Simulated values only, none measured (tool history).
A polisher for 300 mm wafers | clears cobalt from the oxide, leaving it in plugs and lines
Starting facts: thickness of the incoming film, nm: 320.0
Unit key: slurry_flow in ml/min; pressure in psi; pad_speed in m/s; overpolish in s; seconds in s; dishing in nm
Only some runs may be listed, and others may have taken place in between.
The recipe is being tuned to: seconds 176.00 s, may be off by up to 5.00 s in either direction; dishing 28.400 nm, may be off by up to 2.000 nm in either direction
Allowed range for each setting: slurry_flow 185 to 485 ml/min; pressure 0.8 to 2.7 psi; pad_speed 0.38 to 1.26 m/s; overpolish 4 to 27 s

Run 1, hour 0.0: slurry_flow 310 ml/min, pressure 1.7 psi, pad_speed 0.82 m/s, overpolish 14 s. Result: seconds 113.07 s, dishing 33.178 nm.
Run 2, hour 5.6: slurry_flow 310 ml/min, pressure 1.6 psi, pad_speed 0.82 m/s, overpolish 14 s. Result: seconds 116.53 s, dishing 30.603 nm.
Run 3, hour 12.9: slurry_flow 310 ml/min, pressure 1.5 psi, pad_speed 0.82 m/s, overpolish 15 s. Result: seconds 122.28 s, dishing 32.188 nm.
Run 4, hour 19.9: slurry_flow 310 ml/min, pressure 1.4 psi, pad_speed 0.82 m/s, overpolish 15 s. Result: seconds 126.24 s, dishing 31.449 nm.
Run 5, hour 23.7: slurry_flow 310 ml/min, pressure 1.3 psi, pad_speed 0.80 m/s, overpolish 15 s. Result: seconds 135.07 s, dishing 29.576 nm.
Run 6, hour 27.8: slurry_flow 375 ml/min, pressure 1.3 psi, pad_speed 0.80 m/s, overpolish 15 s. Result: seconds 133.56 s, dishing 30.464 nm.
Run 7, hour 32.0: slurry_flow 375 ml/min, pressure 1.2 psi, pad_speed 0.80 m/s, overpolish 15 s. Result: seconds 137.48 s, dishing 29.713 nm.
Run 8, hour 36.7: slurry_flow 365 ml/min, pressure 1.1 psi, pad_speed 0.80 m/s, overpolish 15 s. Result: seconds 143.08 s, dishing 28.145 nm.
Run 9, hour 42.5: slurry_flow 360 ml/min, pressure 1.1 psi, pad_speed 0.78 m/s, overpolish 16 s. Result: seconds 152.26 s, dishing 29.073 nm.
Run 10, hour 44.6: slurry_flow 300 ml/min, pressure 0.9 psi, pad_speed 0.78 m/s, overpolish 17 s. Result: seconds 168.02 s, dishing 28.070 nm.
Run 11, hour 46.3: slurry_flow 295 ml/min, pressure 0.9 psi, pad_speed 0.78 m/s, overpolish 17 s. Result: seconds 168.54 s, dishing 27.731 nm.
Run 12, hour 48.6: slurry_flow 290 ml/min, pressure 0.9 psi, pad_speed 0.78 m/s, overpolish 17 s. Result: seconds 168.65 s, dishing 28.981 nm.

Of the 5 settings listed for the next run, only one would bring every result within its allowed miss of target. Which one?
Run A, hour 50.9: slurry_flow 395 ml/min, pressure 0.8 psi, pad_speed 0.84 m/s, overpolish 19 s. Result: seconds ?, dishing ?.
Run B, hour 50.9: slurry_flow 265 ml/min, pressure 0.9 psi, pad_speed 0.76 m/s, overpolish 18 s. Result: seconds ?, dishing ?.
Run C, hour 50.9: slurry_flow 290 ml/min, pressure 1.2 psi, pad_speed 0.60 m/s, overpolish 17 s. Result: seconds ?, dishing ?.
Run D, hour 50.9: slurry_flow 285 ml/min, pressure 0.8 psi, pad_speed 0.78 m/s, overpolish 14 s. Result: seconds ?, dishing ?.
Run E, hour 50.9: slurry_flow 310 ml/min, pressure 1.0 psi, pad_speed 0.74 m/s, overpolish 17 s. Result: seconds ?, dishing ?.

move  seconds  dishing
   A   159.32   30.906
   B   172.58   28.026
   C   185.34   25.425
   D   176.07   22.701
   E   165.59   27.689
A: moves away from the targets compared with the last run
B: each result inside its tolerance
C: pushes the last run's worst result past its target
D: the furthest-off result lands on target, but another misses its tolerance
E: moves away from the targets compared with the last run
The right move is B.
